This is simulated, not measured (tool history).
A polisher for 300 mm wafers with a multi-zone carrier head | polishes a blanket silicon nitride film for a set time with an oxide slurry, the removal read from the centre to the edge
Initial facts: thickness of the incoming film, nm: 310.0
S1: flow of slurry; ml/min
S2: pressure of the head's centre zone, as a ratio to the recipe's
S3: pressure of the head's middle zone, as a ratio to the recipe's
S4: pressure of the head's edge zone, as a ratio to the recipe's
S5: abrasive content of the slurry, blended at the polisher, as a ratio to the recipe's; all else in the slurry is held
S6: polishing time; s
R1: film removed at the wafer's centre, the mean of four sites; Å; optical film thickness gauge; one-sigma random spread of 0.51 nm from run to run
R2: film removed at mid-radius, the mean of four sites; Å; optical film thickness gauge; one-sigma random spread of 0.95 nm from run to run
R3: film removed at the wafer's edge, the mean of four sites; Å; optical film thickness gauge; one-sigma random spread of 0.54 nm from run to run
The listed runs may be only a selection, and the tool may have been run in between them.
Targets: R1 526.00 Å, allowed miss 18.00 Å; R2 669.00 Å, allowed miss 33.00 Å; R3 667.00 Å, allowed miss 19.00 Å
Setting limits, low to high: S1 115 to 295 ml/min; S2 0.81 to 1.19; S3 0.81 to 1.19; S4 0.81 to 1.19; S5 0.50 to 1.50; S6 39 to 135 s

{"run": 1, "hour": 0.0, "S1": 190, "S2": 1.0, "S3": 1.0, "S4": 1.0, "S5": 1.0, "S6": 87, "R1": 544.18, "R2": 547.97, "R3": 548.41}
{"run": 2, "hour": 8.2, "S1": 190, "S2": 1.04, "S3": 1.0, "S4": 1.0, "S5": 1.0, "S6": 87, "R1": 571.27, "R2": 559.22, "R3": 550.32}
{"run": 3, "hour": 15.2, "S1": 190, "S2": 1.1, "S3": 1.0, "S4": 1.0, "S5": 1.0, "S6": 87, "R1": 604.49, "R2": 563.96, "R3": 550.01}
{"run": 4, "hour": 22.6, "S1": 190, "S2": 1.03, "S3": 1.04, "S4": 1.05, "S5": 1.05, "S6": 87, "R1": 569.54, "R2": 578.1, "R3": 572.31}
{"run": 5, "hour": 27.3, "S1": 195, "S2": 0.98, "S3": 1.08, "S4": 1.08, "S5": 1.1, "S6": 87, "R1": 545.91, "R2": 614.44, "R3": 590.71}
{"run": 6, "hour": 34.0, "S1": 195, "S2": 0.93, "S3": 1.08, "S4": 1.08, "S5": 1.1, "S6": 87, "R1": 517.54, "R2": 600.59, "R3": 586.13}
{"run": 7, "hour": 36.2, "S1": 205, "S2": 0.91, "S3": 1.09, "S4": 1.11, "S5": 1.15, "S6": 87, "R1": 528.32, "R2": 638.39, "R3": 610.03}
{"run": 8, "hour": 39.5, "S1": 205, "S2": 0.89, "S3": 1.08, "S4": 1.13, "S5": 1.2, "S6": 87, "R1": 524.02, "R2": 637.92, "R3": 634.29}
{"run": 9, "hour": 44.9, "S1": 210, "S2": 0.88, "S3": 1.09, "S4": 1.15, "S5": 1.2, "S6": 87, "R1": 526.65, "R2": 644.82, "R3": 631.08}
{"run": 10, "hour": 52.5, "S1": 210, "S2": 0.87, "S3": 1.09, "S4": 1.16, "S5": 1.25, "S6": 87, "R1": 513.93, "R2": 665.92, "R3": 646.13}

Next run, 5 choices. One meets every target within its allowed miss, the rest don't. Which?
{"run": "A", "hour": 60.1, "S1": 255, "S2": 0.94, "S3": 1.19, "S4": 1.13, "S5": 0.95, "S6": 88, "R1": "?", "R2": "?", "R3": "?"}
{"run": "B", "hour": 60.1, "S1": 200, "S2": 0.84, "S3": 1.18, "S4": 1.19, "S5": 1.5, "S6": 79, "R1": "?", "R2": "?", "R3": "?"}
{"run": "C", "hour": 60.1, "S1": 180, "S2": 0.86, "S3": 1.08, "S4": 1.16, "S5": 1.25, "S6": 91, "R1": "?", "R2": "?", "R3": "?"}
{"run": "D", "hour": 60.1, "S1": 210, "S2": 0.89, "S3": 1.12, "S4": 1.14, "S5": 1.3, "S6": 82, "R1": "?", "R2": "?", "R3": "?"}
{"run": "E", "hour": 60.1, "S1": 220, "S2": 0.82, "S3": 1.1, "S4": 1.14, "S5": 0.95, "S6": 97, "R1": "?", "R2": "?", "R3": "?"}

move=A R1=514.64 R2=655.52 R3=583.50
move=B R1=475.45 R2=675.46 R3=625.33
move=C R1=520.77 R2=670.75 R3=663.81
move=D R1=500.44 R2=641.00 R3=606.95
move=E R1=487.01 R2=667.16 R3=640.81
A: its largest miss is bigger than the last run's
B: its largest miss is bigger than the last run's
C: in spec on every target
D: its largest miss is bigger than the last run's
E: its largest miss is bigger than the last run's
C is the move that brings every result within its allowed miss.
